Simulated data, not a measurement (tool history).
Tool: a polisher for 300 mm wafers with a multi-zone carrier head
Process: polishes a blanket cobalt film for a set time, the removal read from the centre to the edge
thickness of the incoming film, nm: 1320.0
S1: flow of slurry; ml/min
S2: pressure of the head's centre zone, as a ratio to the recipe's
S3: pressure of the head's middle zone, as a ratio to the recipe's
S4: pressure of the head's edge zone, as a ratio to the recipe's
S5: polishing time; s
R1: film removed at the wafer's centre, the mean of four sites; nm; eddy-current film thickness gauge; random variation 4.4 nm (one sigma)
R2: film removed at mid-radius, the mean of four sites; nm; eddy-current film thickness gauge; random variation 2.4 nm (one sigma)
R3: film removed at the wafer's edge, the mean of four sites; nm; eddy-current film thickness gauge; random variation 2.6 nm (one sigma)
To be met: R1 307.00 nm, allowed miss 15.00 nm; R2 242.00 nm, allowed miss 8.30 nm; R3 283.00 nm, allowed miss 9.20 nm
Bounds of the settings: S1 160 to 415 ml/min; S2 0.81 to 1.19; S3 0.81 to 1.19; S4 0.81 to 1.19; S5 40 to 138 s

run  hour   S1    S2    S3    S4   S5      R1      R2      R3
  1   0.0  265  1.00  1.00  1.00   88  198.99  195.46  193.28
  2   8.7  270  1.03  0.98  1.03   94  220.93  201.91  207.24
  3  13.5  270  1.03  0.98  1.08   94  215.84  205.92  211.52
  4  21.0  270  0.95  0.98  1.08   94  201.67  206.77  216.50
  5  26.0  270  0.95  0.98  1.14   94  197.97  204.87  217.51
  6  33.1  275  0.98  0.95  1.14   99  219.15  209.82  231.65
     38.0  -- slurry nozzle cleaned
  7  38.0  275  0.98  0.95  1.14   99  232.04  214.57  230.67
  8  43.5  280  0.97  0.93  1.15  102  234.23  221.19  242.93
  9  45.1  290  0.98  0.91  1.16  104  239.13  218.79  250.98
 10  48.4  295  1.01  0.91  1.16  106  252.76  225.21  255.89

5 next moves are on the table. One of them brings every result within its allowed miss. Which?
  A  51.7  295  1.02  0.81  1.19  122   ?   ?   ?
  B  51.7  310  1.09  0.86  1.12  118   ?   ?   ?
  C  51.7  240  0.99  1.09  1.11   98   ?   ?   ?
  D  51.7  395  1.09  0.92  1.01  113   ?   ?   ?
  E  51.7  345  0.88  0.81  1.19  108   ?   ?   ?

move      R1      R2      R3
   A  293.55  233.56  298.81
   B  305.30  238.36  281.88
   C  223.46  234.98  227.52
   D  299.20  246.44  261.76
   E  227.56  209.96  267.51
A: brings the result that was furthest off to its target, and leaves another outside
B: meets every target
C: further off than the last run
D: brings the result that was furthest off to its target, and leaves another outside
E: further off than the last run
The right move is B.
